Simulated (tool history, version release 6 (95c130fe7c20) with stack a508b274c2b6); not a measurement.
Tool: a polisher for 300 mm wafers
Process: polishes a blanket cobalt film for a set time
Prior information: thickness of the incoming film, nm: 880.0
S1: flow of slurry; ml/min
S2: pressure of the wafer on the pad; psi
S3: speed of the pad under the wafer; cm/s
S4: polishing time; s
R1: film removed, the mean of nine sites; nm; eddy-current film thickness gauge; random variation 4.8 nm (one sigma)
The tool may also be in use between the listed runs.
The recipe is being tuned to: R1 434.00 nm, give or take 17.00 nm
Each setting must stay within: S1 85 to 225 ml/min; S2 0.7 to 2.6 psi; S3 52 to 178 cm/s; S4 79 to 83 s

{"run": 1, "hour": 0.0, "S1": 145, "S2": 1.6, "S3": 114, "S4": 79, "R1": 359.23}
{"run": 2, "hour": 2.6, "S1": 125, "S2": 1.6, "S3": 114, "S4": 79, "R1": 348.7}
{"run": 3, "hour": 10.1, "S1": 130, "S2": 1.6, "S3": 114, "S4": 79, "R1": 342.87}
{"run": 4, "hour": 14.8, "S1": 105, "S2": 1.6, "S3": 114, "S4": 79, "R1": 333.96}
{"run": 5, "hour": 20.7, "S1": 105, "S2": 1.6, "S3": 114, "S4": 79, "R1": 342.35}
{"run": 6, "hour": 25.2, "S1": 105, "S2": 1.7, "S3": 114, "S4": 79, "R1": 351.72}
{"run": 7, "hour": 30.7, "S1": 110, "S2": 1.7, "S3": 114, "S4": 79, "R1": 353.05}
{"run": 8, "hour": 35.4, "S1": 115, "S2": 1.7, "S3": 114, "S4": 79, "R1": 353.56}
{"run": 9, "hour": 43.4, "S1": 120, "S2": 1.8, "S3": 114, "S4": 79, "R1": 372.11}

Of the 5 settings listed for the next run, only one would bring every result within its allowed miss of target. Which one?
{"run": "A", "hour": 51.4, "S1": 125, "S2": 1.7, "S3": 88, "S4": 79, "R1": "?"}
{"run": "B", "hour": 51.4, "S1": 160, "S2": 1.5, "S3": 94, "S4": 79, "R1": "?"}
{"run": "C", "hour": 51.4, "S1": 130, "S2": 1.5, "S3": 94, "S4": 79, "R1": "?"}
{"run": "D", "hour": 51.4, "S1": 150, "S2": 1.7, "S3": 102, "S4": 79, "R1": "?"}
{"run": "E", "hour": 51.4, "S1": 85, "S2": 2.3, "S3": 104, "S4": 83, "R1": "?"}

move=A R1=309.83
move=B R1=303.17
move=C R1=294.32
move=D R1=345.39
move=E R1=424.54
A: misses by more than the last run did
B: misses by more than the last run did
C: misses by more than the last run did
D: misses by more than the last run did
E: all results land within tolerance of their targets
Correct choice: E, which meets every target

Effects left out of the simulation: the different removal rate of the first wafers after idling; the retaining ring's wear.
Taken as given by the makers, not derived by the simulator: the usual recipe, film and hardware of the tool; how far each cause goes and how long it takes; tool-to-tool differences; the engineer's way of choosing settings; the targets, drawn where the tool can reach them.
